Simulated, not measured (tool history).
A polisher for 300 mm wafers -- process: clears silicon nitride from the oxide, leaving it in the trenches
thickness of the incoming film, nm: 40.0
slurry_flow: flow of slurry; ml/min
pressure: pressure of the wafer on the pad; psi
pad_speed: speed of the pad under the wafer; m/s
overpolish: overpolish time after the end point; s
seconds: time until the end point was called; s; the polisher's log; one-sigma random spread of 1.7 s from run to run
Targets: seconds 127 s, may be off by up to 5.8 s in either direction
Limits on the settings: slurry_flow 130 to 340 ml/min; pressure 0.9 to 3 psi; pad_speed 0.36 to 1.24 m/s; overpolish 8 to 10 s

{"run": 1, "hour": 0.0, "slurry_flow": 220, "pressure": 1.9, "pad_speed": 0.8, "overpolish": 10, "seconds": 84.373}
{"run": 2, "hour": 7.1, "slurry_flow": 220, "pressure": 1.9, "pad_speed": 0.8, "overpolish": 8, "seconds": 85.007}
{"run": 3, "hour": 8.7, "slurry_flow": 220, "pressure": 2.2, "pad_speed": 0.8, "overpolish": 8, "seconds": 73.783}
{"run": 4, "hour": 11.5, "slurry_flow": 220, "pressure": 2, "pad_speed": 0.8, "overpolish": 8, "seconds": 82.029}
{"run": 5, "hour": 12.3, "slurry_flow": 220, "pressure": 1.8, "pad_speed": 0.8, "overpolish": 8, "seconds": 89.965}
{"run": 6, "hour": 15.5, "slurry_flow": 220, "pressure": 1.8, "pad_speed": 0.8, "overpolish": 8, "seconds": 90.154}
{"run": 7, "hour": 18.5, "slurry_flow": 220, "pressure": 1.7, "pad_speed": 0.8, "overpolish": 8, "seconds": 94.356}
{"run": 8, "hour": 27.5, "slurry_flow": 220, "pressure": 1.1, "pad_speed": 0.78, "overpolish": 8, "seconds": 149.83}
{"run": 9, "hour": 35.4, "slurry_flow": 220, "pressure": 1.2, "pad_speed": 0.78, "overpolish": 8, "seconds": 138.78}

Which one of the following 5 next-run settings gets every result inside its allowed miss? There is exactly one.
{"run": "A", "hour": 43.3, "slurry_flow": 285, "pressure": 1.3, "pad_speed": 0.74, "overpolish": 10, "seconds": "?"}
{"run": "B", "hour": 43.3, "slurry_flow": 190, "pressure": 0.9, "pad_speed": 0.86, "overpolish": 10, "seconds": "?"}
{"run": "C", "hour": 43.3, "slurry_flow": 185, "pressure": 1.1, "pad_speed": 0.76, "overpolish": 8, "seconds": "?"}
{"run": "D", "hour": 43.3, "slurry_flow": 215, "pressure": 0.9, "pad_speed": 0.96, "overpolish": 10, "seconds": "?"}
{"run": "E", "hour": 43.3, "slurry_flow": 205, "pressure": 1.3, "pad_speed": 0.62, "overpolish": 8, "seconds": "?"}

move=A seconds=129.6
move=B seconds=166.58
move=C seconds=156
move=D seconds=147.17
move=E seconds=159.6
A: every result within its allowed miss
B: further off than the last run
C: further off than the last run
D: further off than the last run
E: further off than the last run
The move that meets every target is A.
